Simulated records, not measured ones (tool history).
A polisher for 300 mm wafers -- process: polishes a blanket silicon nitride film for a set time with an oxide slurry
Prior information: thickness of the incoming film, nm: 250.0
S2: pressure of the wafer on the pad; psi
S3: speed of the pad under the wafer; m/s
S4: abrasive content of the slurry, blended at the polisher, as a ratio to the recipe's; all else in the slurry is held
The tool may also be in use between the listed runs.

{"run": 1, "day": 0.0, "flow of slurry (ml/min)": 165, "S2": 3.6, "S3": 0.94, "S4": 1.0, "polishing time (s)": 35, "film removed (angstrom)": 198.47}
{"run": 2, "day": 0.183, "flow of slurry (ml/min)": 130, "S2": 3.6, "S3": 0.94, "S4": 1.0, "polishing time (s)": 35, "film removed (angstrom)": 187.73}
{"run": 3, "day": 0.35, "flow of slurry (ml/min)": 125, "S2": 3.4, "S3": 0.94, "S4": 1.0, "polishing time (s)": 35, "film removed (angstrom)": 177.79}
{"run": 4, "day": 0.375, "flow of slurry (ml/min)": 105, "S2": 3.4, "S3": 0.94, "S4": 1.0, "polishing time (s)": 35, "film removed (angstrom)": 173.7}
{"run": 5, "day": 0.538, "flow of slurry (ml/min)": 105, "S2": 3.4, "S3": 0.94, "S4": 0.85, "polishing time (s)": 35, "film removed (angstrom)": 154.89}
{"run": 6, "day": 0.742, "flow of slurry (ml/min)": 105, "S2": 4.0, "S3": 0.94, "S4": 0.85, "polishing time (s)": 35, "film removed (angstrom)": 182.58}
{"run": 7, "day": 0.854, "flow of slurry (ml/min)": 105, "S2": 3.8, "S3": 0.94, "S4": 0.85, "polishing time (s)": 35, "film removed (angstrom)": 173.89}
{"run": 8, "day": 1.138, "flow of slurry (ml/min)": 105, "S2": 3.8, "S3": 0.94, "S4": 0.85, "polishing time (s)": 35, "film removed (angstrom)": 174.72}
{"run": 9, "day": 1.429, "flow of slurry (ml/min)": 105, "S2": 3.7, "S3": 0.94, "S4": 0.85, "polishing time (s)": 35, "film removed (angstrom)": 168.75}
{"run": 10, "day": 1.725, "flow of slurry (ml/min)": 105, "S2": 3.6, "S3": 0.94, "S4": 0.85, "polishing time (s)": 35, "film removed (angstrom)": 164.68}
{"run": 11, "day": 1.762, "flow of slurry (ml/min)": 105, "S2": 3.5, "S3": 0.94, "S4": 0.85, "polishing time (s)": 35, "film removed (angstrom)": 159.32}
{"run": 12, "day": 1.888, "flow of slurry (ml/min)": 105, "S2": 3.5, "S3": 0.94, "S4": 0.85, "polishing time (s)": 35, "film removed (angstrom)": 160.28}
{"run": 13, "day": 2.125, "flow of slurry (ml/min)": 105, "S2": 3.4, "S3": 0.94, "S4": 0.85, "polishing time (s)": 35, "film removed (angstrom)": 155.05}
{"run": 14, "day": 2.458, "flow of slurry (ml/min)": 105, "S2": 3.3, "S3": 0.94, "S4": 0.85, "polishing time (s)": 35, "film removed (angstrom)": 151.32}
{"run": 15, "day": 2.75, "flow of slurry (ml/min)": 105, "S2": 3.2, "S3": 0.94, "S4": 0.85, "polishing time (s)": 35, "film removed (angstrom)": 146.53}

The next listed run, before its measurement:
{"run": 16, "day": 3.029, "flow of slurry (ml/min)": 105, "S2": 3.1, "S3": 0.94, "S4": 0.85, "polishing time (s)": 35, "film removed (angstrom)": "?"}

{"run 16": {"film removed (angstrom)": 141.45}}
